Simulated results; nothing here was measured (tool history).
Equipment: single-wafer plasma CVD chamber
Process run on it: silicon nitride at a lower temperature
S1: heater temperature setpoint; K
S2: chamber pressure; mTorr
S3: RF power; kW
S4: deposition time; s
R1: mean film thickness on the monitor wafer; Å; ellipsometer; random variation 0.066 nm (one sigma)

Run 1, day 0.000: S1 618.15 K, S2 1060 mTorr, S3 0.285 kW, S4 23.9 s. Result: R1 232.55 Å.
Run 2, day 0.267: S1 618.15 K, S2 1060 mTorr, S3 0.270 kW, S4 23.9 s. Result: R1 224.15 Å.
Run 3, day 0.483: S1 628.15 K, S2 1060 mTorr, S3 0.270 kW, S4 23.9 s. Result: R1 223.62 Å.
Run 4, day 0.754: S1 619.15 K, S2 1060 mTorr, S3 0.270 kW, S4 23.9 s. Result: R1 223.90 Å.
Run 5, day 0.979: S1 619.15 K, S2 1130 mTorr, S3 0.275 kW, S4 23.9 s. Result: R1 232.17 Å.
Run 6, day 1.296: S1 619.15 K, S2 1130 mTorr, S3 0.250 kW, S4 23.9 s. Result: R1 217.90 Å.
Run 7, day 1.488: S1 619.15 K, S2 1190 mTorr, S3 0.255 kW, S4 23.9 s. Result: R1 224.31 Å.
Run 8, day 1.742: S1 619.15 K, S2 1190 mTorr, S3 0.255 kW, S4 23.9 s. Result: R1 224.68 Å.
Run 9, day 2.079: S1 619.15 K, S2 1240 mTorr, S3 0.260 kW, S4 23.9 s. Result: R1 229.71 Å.
Run 10, day 2.196: S1 619.15 K, S2 1280 mTorr, S3 0.265 kW, S4 23.9 s. Result: R1 234.95 Å.
Run 11, day 2.312: S1 619.15 K, S2 1310 mTorr, S3 0.270 kW, S4 23.9 s. Result: R1 240.06 Å.

Run 12, settings as shown, results not yet in. Your forecast:
Run 12, day 2.596: S1 619.15 K, S2 1340 mTorr, S3 0.270 kW, S4 23.9 s. Result: R1 ?.

R1: 240.95 Å
